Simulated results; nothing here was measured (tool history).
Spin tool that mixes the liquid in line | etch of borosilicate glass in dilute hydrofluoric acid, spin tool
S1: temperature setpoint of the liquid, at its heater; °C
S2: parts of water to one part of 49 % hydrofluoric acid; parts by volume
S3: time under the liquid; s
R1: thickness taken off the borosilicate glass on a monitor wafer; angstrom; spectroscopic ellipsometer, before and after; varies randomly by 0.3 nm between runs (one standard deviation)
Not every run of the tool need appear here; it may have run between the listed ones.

run 1 hour=0 | S1=24 S2=180 S3=110 | R1=181.45
run 2 hour=1.2 | S1=24 S2=245 S3=110 | R1=126.53
run 3 hour=8.2 | S1=24.5 S2=230 S3=110 | R1=137.21
run 4 hour=14.6 | S1=25 S2=215 S3=110 | R1=152.79
run 5 hour=15.8 | S1=25 S2=185 S3=110 | R1=184.27
run 6 hour=19.9 | S1=22.5 S2=185 S3=110 | R1=167.42
run 7 hour=26.1 | S1=23.5 S2=180 S3=110 | R1=176.33
run 8 hour=28.6 | S1=24.5 S2=175 S3=110 | R1=193.78

Predict the results of run 9:
run 9 hour=30.9 | S1=25 S2=170 S3=110 | R1=?

R1: 202.83 angstrom
